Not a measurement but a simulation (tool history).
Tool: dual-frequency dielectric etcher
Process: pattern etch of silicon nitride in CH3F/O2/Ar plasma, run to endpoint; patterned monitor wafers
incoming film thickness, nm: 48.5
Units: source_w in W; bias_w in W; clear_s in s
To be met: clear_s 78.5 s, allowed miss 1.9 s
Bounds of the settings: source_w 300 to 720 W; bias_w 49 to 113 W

run	hour	source_w	bias_w	clear_s
1	0	510	81	57.748
2	3.4	510	87	55.847
3	9.4	480	87	57.463
4	10.1	480	95	55.622
5	11.1	480	102	54.017
6	15.8	430	86	60.497
7	24	390	76	66.93
8	26.3	360	72	70.206
9	34.1	340	69	73.397
10	38.2	340	69	74.016

4 next moves are on the table. One of them brings every result within its allowed miss. Which?
A	42.3	360	69	?
B	42.3	370	78	?
C	42.3	300	69	?
D	42.3	430	62	?

move	clear_s
A	72.442
B	68.01
C	78.652
D	69.979
A: further off than the last run
B: further off than the last run
C: meets every target
D: further off than the last run
The right move is C.
